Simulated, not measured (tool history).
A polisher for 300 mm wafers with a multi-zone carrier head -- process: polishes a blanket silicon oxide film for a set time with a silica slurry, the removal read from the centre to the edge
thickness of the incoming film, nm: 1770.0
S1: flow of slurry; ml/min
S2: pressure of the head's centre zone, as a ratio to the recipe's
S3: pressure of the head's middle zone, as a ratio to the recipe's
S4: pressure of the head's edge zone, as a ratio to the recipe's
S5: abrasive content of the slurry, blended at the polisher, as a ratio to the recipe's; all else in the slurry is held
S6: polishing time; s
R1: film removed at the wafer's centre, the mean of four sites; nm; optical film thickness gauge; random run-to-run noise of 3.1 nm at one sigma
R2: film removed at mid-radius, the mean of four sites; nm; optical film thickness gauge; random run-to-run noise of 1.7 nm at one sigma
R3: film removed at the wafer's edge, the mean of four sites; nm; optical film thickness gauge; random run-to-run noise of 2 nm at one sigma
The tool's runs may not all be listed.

| run | day | S1 | S2 | S3 | S4 | S5 | S6 | R1 | R2 | R3 |
|---|---|---|---|---|---|---|---|---|---|---|
| 1 | 0.000 | 165 | 1.00 | 1.00 | 1.00 | 1.00 | 73 | 220.82 | 225.69 | 224.50 |
| 2 | 0.129 | 165 | 1.00 | 1.00 | 1.00 | 1.00 | 56 | 173.71 | 170.25 | 169.39 |
| 3 | 0.483 | 170 | 1.00 | 0.98 | 1.02 | 1.05 | 56 | 176.47 | 173.96 | 178.05 |
| 4 | 0.750 | 175 | 1.02 | 0.97 | 1.04 | 1.10 | 56 | 183.37 | 176.19 | 181.30 |
| 5 | 1.012 | 175 | 1.03 | 0.95 | 1.06 | 1.15 | 56 | 186.73 | 172.94 | 187.54 |
| 6 | 1.125 | 180 | 1.04 | 0.94 | 1.08 | 1.20 | 56 | 197.31 | 176.17 | 191.88 |
| 7 | 1.150 | 185 | 1.04 | 0.93 | 1.09 | 1.25 | 56 | 196.64 | 176.50 | 193.19 |
| 8 | 1.192 | 180 | 1.04 | 0.92 | 1.10 | 1.30 | 57 | 200.02 | 184.60 | 202.50 |
| 9 | 1.317 | 180 | 1.04 | 0.91 | 1.11 | 1.35 | 57 | 204.91 | 184.40 | 206.53 |
| 10 | 1.400 | 180 | 1.04 | 0.90 | 1.12 | 1.35 | 57 | 210.02 | 181.00 | 207.15 |
| 11 | 1.762 | 180 | 1.03 | 0.90 | 1.13 | 1.35 | 57 | 204.61 | 182.51 | 211.24 |
| 12 | 1.804 | 185 | 1.03 | 0.90 | 1.14 | 1.35 | 57 | 204.72 | 184.00 | 210.76 |

Run 13 has not been measured yet. What should we expect?
| 13 | 2.104 | 185 | 1.03 | 0.89 | 1.15 | 1.35 | 57 | ? | ? | ? |

{"run 13": {"R1": 205.97, "R2": 180.6, "R3": 208.99}}
